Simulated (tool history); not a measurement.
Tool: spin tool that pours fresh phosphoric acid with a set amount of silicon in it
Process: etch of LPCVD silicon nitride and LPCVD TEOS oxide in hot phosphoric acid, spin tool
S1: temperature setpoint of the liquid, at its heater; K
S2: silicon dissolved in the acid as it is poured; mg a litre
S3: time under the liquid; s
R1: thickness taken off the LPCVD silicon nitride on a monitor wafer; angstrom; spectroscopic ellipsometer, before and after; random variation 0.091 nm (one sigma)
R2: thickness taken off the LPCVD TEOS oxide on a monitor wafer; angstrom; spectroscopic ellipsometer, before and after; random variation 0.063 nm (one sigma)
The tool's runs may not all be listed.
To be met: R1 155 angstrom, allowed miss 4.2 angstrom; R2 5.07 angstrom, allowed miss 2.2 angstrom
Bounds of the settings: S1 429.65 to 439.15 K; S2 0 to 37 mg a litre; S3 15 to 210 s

run 1 hour=0 | S1=434.15 S2=16 S3=105 | R1=90.86 R2=2.3694
run 2 hour=8.9 | S1=432.15 S2=16 S3=105 | R1=84.695 R2=1.6368
run 3 hour=17 | S1=432.15 S2=16 S3=130 | R1=105.28 R2=2.5518
run 4 hour=20.8 | S1=432.15 S2=16 S3=175 | R1=140.91 R2=3.7434
run 5 hour=22.5 | S1=432.15 S2=16 S3=210 | R1=166.96 R2=3.772
run 6 hour=27.1 | S1=432.15 S2=10.5 S3=210 | R1=170.14 R2=5.0782
run 7 hour=30.8 | S1=431.65 S2=9.5 S3=210 | R1=166.82 R2=3.8573
run 8 hour=36.8 | S1=433.15 S2=7 S3=195 | R1=164.05 R2=5.1297
run 9 hour=41.8 | S1=433.15 S2=7 S3=195 | R1=162.44 R2=4.9115
run 10 hour=50.1 | S1=433.15 S2=5.5 S3=195 | R1=162.96 R2=5.4086
run 11 hour=58.9 | S1=433.15 S2=5 S3=195 | R1=161.5 R2=5.6944
run 12 hour=61.7 | S1=432.65 S2=5 S3=195 | R1=159.85 R2=5.5604
run 13 hour=70.2 | S1=432.65 S2=5.5 S3=195 | R1=160 R2=6.1069
run 14 hour=76.4 | S1=432.65 S2=6.5 S3=195 | R1=160.77 R2=5.0073

4 next moves are on the table. One of them brings every result within its allowed miss. Which?
run A hour=82.6 | S1=433.65 S2=12 S3=200 | R1=? R2=?
run B hour=82.6 | S1=432.65 S2=4.5 S3=190 | R1=? R2=?
run C hour=82.6 | S1=429.65 S2=35 S3=210 | R1=? R2=?
run D hour=82.6 | S1=432.65 S2=7 S3=200 | R1=? R2=?

move=A R1=168.25 R2=5.6912
move=B R1=154.56 R2=5.8962
move=C R1=154.31 R2=2.0622
move=D R1=162.69 R2=5.8992
A: further off than the last run
B: meets every target
C: brings the result that was furthest off to its target, and leaves another outside
D: further off than the last run
The right move is B.

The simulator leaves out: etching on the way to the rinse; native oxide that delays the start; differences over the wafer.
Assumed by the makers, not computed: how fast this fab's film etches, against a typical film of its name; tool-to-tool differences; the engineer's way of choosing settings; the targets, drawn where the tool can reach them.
